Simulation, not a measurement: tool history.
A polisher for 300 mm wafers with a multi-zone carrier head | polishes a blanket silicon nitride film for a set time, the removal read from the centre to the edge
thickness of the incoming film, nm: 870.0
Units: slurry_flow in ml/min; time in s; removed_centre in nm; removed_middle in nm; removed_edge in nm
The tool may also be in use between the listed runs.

{"run": 1, "day": 0.0, "slurry_flow": 140, "centre_zone": 1.0, "middle_zone": 1.0, "edge_zone": 1.0, "time": 38, "removed_centre": 78.317, "removed_middle": 77.951, "removed_edge": 77.14}
{"run": 2, "day": 0.167, "slurry_flow": 135, "centre_zone": 0.99, "middle_zone": 0.99, "edge_zone": 0.98, "time": 36, "removed_centre": 73.62, "removed_middle": 73.017, "removed_edge": 72.186}
{"run": 3, "day": 0.471, "slurry_flow": 135, "centre_zone": 1.04, "middle_zone": 0.99, "edge_zone": 0.98, "time": 36, "removed_centre": 76.391, "removed_middle": 73.268, "removed_edge": 72.305}
{"run": 4, "day": 0.712, "slurry_flow": 100, "centre_zone": 1.04, "middle_zone": 0.99, "edge_zone": 0.98, "time": 36, "removed_centre": 72.794, "removed_middle": 68.682, "removed_edge": 68.812}
{"run": 5, "day": 0.833, "slurry_flow": 100, "centre_zone": 1.04, "middle_zone": 0.99, "edge_zone": 0.98, "time": 30, "removed_centre": 61.445, "removed_middle": 57.562, "removed_edge": 57.968}
{"run": 6, "day": 1.038, "slurry_flow": 100, "centre_zone": 1.07, "middle_zone": 0.99, "edge_zone": 0.98, "time": 30, "removed_centre": 61.271, "removed_middle": 56.249, "removed_edge": 58.357}
{"run": 7, "day": 1.083, "slurry_flow": 100, "centre_zone": 1.06, "middle_zone": 0.98, "edge_zone": 0.97, "time": 29, "removed_centre": 59.677, "removed_middle": 54.926, "removed_edge": 55.351}
{"run": 8, "day": 1.258, "slurry_flow": 100, "centre_zone": 1.04, "middle_zone": 0.97, "edge_zone": 0.97, "time": 29, "removed_centre": 58.31, "removed_middle": 54.988, "removed_edge": 56.669}
{"run": 9, "day": 1.383, "slurry_flow": 100, "centre_zone": 1.04, "middle_zone": 0.96, "edge_zone": 0.96, "time": 28, "removed_centre": 55.872, "removed_middle": 51.589, "removed_edge": 53.204}

The next listed run, before its measurement:
{"run": 10, "day": 1.646, "slurry_flow": 90, "centre_zone": 0.94, "middle_zone": 0.87, "edge_zone": 0.86, "time": 28, "removed_centre": "?", "removed_middle": "?", "removed_edge": "?"}

Run 10 gave removed_centre 48.892 nm, removed_middle 47.167 nm, removed_edge 50.185 nm.
